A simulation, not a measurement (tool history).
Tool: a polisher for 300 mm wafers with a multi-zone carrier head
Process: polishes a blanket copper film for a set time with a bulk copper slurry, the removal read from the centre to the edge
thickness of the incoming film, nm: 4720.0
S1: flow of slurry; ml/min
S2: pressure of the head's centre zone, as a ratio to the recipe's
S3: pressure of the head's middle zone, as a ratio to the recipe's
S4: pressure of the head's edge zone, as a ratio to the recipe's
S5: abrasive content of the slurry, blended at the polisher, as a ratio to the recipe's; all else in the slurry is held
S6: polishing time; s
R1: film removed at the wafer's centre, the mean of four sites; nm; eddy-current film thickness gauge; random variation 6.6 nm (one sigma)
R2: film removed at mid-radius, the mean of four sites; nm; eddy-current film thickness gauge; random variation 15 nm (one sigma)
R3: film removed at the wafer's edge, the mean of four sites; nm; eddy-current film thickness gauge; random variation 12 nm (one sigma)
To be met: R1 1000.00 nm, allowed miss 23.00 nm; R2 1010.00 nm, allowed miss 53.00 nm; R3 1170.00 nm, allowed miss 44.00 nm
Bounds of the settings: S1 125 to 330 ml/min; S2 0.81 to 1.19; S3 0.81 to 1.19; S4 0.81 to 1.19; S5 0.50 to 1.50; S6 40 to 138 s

| run | hour | S1 | S2 | S3 | S4 | S5 | S6 | R1 | R2 | R3 |
|---|---|---|---|---|---|---|---|---|---|---|
| 1 | 0.0 | 210 | 1.00 | 1.00 | 1.00 | 1.00 | 88 | 795.09 | 801.71 | 830.78 |
| 2 | 6.8 | 215 | 0.99 | 0.99 | 1.06 | 1.15 | 92 | 863.89 | 874.08 | 931.95 |
| 3 | 8.2 | 225 | 0.98 | 0.98 | 1.10 | 1.25 | 94 | 894.51 | 911.37 | 985.35 |
| 4 | 10.2 | 225 | 0.97 | 0.96 | 1.13 | 1.35 | 97 | 935.46 | 922.18 | 1059.80 |
| 5 | 13.9 | 240 | 0.96 | 0.97 | 1.15 | 1.40 | 98 | 955.05 | 995.24 | 1116.60 |
| 6 | 17.3 | 240 | 0.96 | 0.97 | 1.15 | 1.20 | 98 | 913.99 | 933.67 | 1062.20 |
| 7 | 22.2 | 255 | 0.96 | 0.97 | 1.16 | 1.25 | 98 | 932.90 | 948.89 | 1087.70 |
|  | 30.3 | slurry nozzle cleaned |
| 8 | 30.3 | 265 | 0.96 | 0.97 | 1.17 | 1.30 | 98 | 983.45 | 1009.30 | 1105.50 |

Which of these 4 next moves meets every target?
| A | 38.4 | 155 | 0.90 | 0.98 | 1.19 | 1.10 | 110 | ? | ? | ? |
| B | 38.4 | 270 | 0.90 | 0.86 | 1.10 | 1.40 | 96 | ? | ? | ? |
| C | 38.4 | 225 | 0.95 | 0.97 | 1.19 | 1.50 | 98 | ? | ? | ? |
| D | 38.4 | 145 | 0.88 | 0.94 | 1.19 | 1.00 | 115 | ? | ? | ? |

| move | R1 | R2 | R3 |
|---|---|---|---|
| A | 950.54 | 1023.20 | 1157.90 |
| B | 936.65 | 900.61 | 1079.80 |
| C | 1003.30 | 1021.20 | 1156.50 |
| D | 941.68 | 997.74 | 1171.50 |
A: brings the result that was furthest off to its target, and leaves another outside
B: further off than the last run
C: meets every target
D: brings the result that was furthest off to its target, and leaves another outside
Move C is the one to make.

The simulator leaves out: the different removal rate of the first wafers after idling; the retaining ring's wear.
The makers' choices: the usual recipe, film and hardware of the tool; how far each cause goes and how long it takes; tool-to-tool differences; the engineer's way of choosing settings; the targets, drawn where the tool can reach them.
